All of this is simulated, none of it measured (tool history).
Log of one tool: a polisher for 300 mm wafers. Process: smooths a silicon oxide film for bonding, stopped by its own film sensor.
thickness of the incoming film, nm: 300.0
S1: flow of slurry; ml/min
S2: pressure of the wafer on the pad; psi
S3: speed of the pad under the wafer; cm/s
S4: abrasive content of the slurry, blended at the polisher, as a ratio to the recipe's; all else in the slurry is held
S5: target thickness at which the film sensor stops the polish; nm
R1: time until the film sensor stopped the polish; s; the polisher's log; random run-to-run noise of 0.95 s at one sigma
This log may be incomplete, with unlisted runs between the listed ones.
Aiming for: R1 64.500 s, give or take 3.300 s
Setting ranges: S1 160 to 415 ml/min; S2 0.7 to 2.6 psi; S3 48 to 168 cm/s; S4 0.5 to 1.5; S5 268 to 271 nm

| run | hour | S1 | S2 | S3 | S4 | S5 | R1 |
|---|---|---|---|---|---|---|---|
| 1 | 0.0 | 265 | 1.6 | 108 | 1.0 | 268 | 45.545 |
| 2 | 5.4 | 265 | 1.6 | 128 | 1.0 | 268 | 38.785 |
| 3 | 10.3 | 265 | 1.5 | 128 | 1.0 | 268 | 42.570 |
| 4 | 12.6 | 310 | 1.5 | 128 | 1.0 | 268 | 41.280 |
| 5 | 19.0 | 310 | 1.5 | 128 | 1.0 | 268 | 41.831 |
| 6 | 21.7 | 310 | 1.4 | 128 | 1.0 | 268 | 45.147 |
| 7 | 26.7 | 310 | 1.3 | 128 | 1.0 | 268 | 50.127 |
| 8 | 27.3 | 310 | 1.1 | 128 | 1.0 | 268 | 57.495 |

Of the 4 settings listed for the next run, only one would bring every result within its allowed miss of target. Which one?
| A | 27.9 | 320 | 1.2 | 134 | 1.0 | 269 | ? |
| B | 27.9 | 310 | 1.2 | 114 | 1.1 | 270 | ? |
| C | 27.9 | 280 | 1.1 | 136 | 1.1 | 270 | ? |
| D | 27.9 | 290 | 1.1 | 130 | 0.7 | 270 | ? |

| move | R1 |
|---|---|
| A | 48.914 |
| B | 51.540 |
| C | 49.077 |
| D | 65.356 |
A: the biggest miss grows against the last run
B: the biggest miss grows against the last run
C: the biggest miss grows against the last run
D: in spec on every target
Move D is the one to make.

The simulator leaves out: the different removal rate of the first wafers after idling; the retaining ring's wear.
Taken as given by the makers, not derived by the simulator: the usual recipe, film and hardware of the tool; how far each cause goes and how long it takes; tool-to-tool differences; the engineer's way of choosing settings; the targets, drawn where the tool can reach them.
